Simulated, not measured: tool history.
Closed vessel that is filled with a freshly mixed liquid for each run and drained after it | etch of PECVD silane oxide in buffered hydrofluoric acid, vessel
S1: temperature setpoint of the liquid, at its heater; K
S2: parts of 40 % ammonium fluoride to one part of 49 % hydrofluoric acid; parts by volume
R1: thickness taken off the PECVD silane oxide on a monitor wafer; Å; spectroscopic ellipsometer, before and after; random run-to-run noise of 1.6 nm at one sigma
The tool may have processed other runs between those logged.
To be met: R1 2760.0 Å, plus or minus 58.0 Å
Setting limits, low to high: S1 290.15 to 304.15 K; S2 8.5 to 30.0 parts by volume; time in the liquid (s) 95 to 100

run 1 hour=0.0 | S1=296.15 S2=23.5 time_in_the_liquid_(s)=95 | R1=1570.4
run 2 hour=5.2 | S1=296.15 S2=23.5 time_in_the_liquid_(s)=95 | R1=1571.7
run 3 hour=7.3 | S1=296.15 S2=23.5 time_in_the_liquid_(s)=100 | R1=1634.1
run 4 hour=8.9 | S1=298.65 S2=23.5 time_in_the_liquid_(s)=100 | R1=1864.8
run 5 hour=17.6 | S1=298.65 S2=23.5 time_in_the_liquid_(s)=100 | R1=1881.8
run 6 hour=23.8 | S1=296.65 S2=23.5 time_in_the_liquid_(s)=100 | R1=1695.2
run 7 hour=24.5 | S1=300.65 S2=19.5 time_in_the_liquid_(s)=100 | R1=2405.7
run 8 hour=27.1 | S1=301.15 S2=19.5 time_in_the_liquid_(s)=100 | R1=2468.3
run 9 hour=28.8 | S1=302.65 S2=19.5 time_in_the_liquid_(s)=100 | R1=2663.2

5 next moves are on the table. One of them brings every result within its allowed miss. Which?
run A hour=30.5 | S1=301.15 S2=17.5 time_in_the_liquid_(s)=95 | R1=?
run B hour=30.5 | S1=304.15 S2=20.5 time_in_the_liquid_(s)=100 | R1=?
run C hour=30.5 | S1=304.15 S2=19.5 time_in_the_liquid_(s)=100 | R1=?
run D hour=30.5 | S1=302.65 S2=20.5 time_in_the_liquid_(s)=100 | R1=?
run E hour=30.5 | S1=300.15 S2=17.5 time_in_the_liquid_(s)=100 | R1=?

move=A R1=2612.9
move=B R1=2779.6
move=C R1=2898.0
move=D R1=2568.3
move=E R1=2607.2
A: its largest miss is bigger than the last run's
B: every result within its allowed miss
C: takes the biggest miss from the last run beyond its target
D: its largest miss is bigger than the last run's
E: its largest miss is bigger than the last run's
Move B is the one to make.
